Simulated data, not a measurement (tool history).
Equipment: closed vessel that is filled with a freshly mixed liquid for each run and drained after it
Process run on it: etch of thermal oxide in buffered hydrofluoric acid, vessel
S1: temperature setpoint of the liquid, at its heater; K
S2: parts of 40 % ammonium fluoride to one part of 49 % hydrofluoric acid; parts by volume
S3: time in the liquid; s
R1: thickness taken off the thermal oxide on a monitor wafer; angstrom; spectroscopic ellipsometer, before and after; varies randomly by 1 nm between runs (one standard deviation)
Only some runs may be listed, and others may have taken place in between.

run    day      S1    S2   S3       R1
  1  0.000  295.15  11.0  105  1116.50
  2  0.367  295.15  11.0  110  1170.50
  3  0.458  295.15  11.0  105  1126.10
  4  0.788  295.15  11.0  105  1114.90
  5  0.938  293.65  11.0  105  1023.40
  6  1.025  293.65  14.0  105   804.54
  7  1.162  294.65  13.5  105   889.48
  8  1.350  295.65  13.0  105   976.53
  9  1.562  296.65  12.5  105  1068.10
 10  1.912  297.15  12.0  105  1146.30
 11  2.242  297.65  11.5  105  1212.70
 12  2.500  298.15  11.0  105  1312.20
 13  2.600  298.65  10.5  105  1406.70

Run 14 is up next; what results do you expect?
 14  2.871  299.15  10.0  105   ?

For run 14 the tool returned R1 1514.20 angstrom.
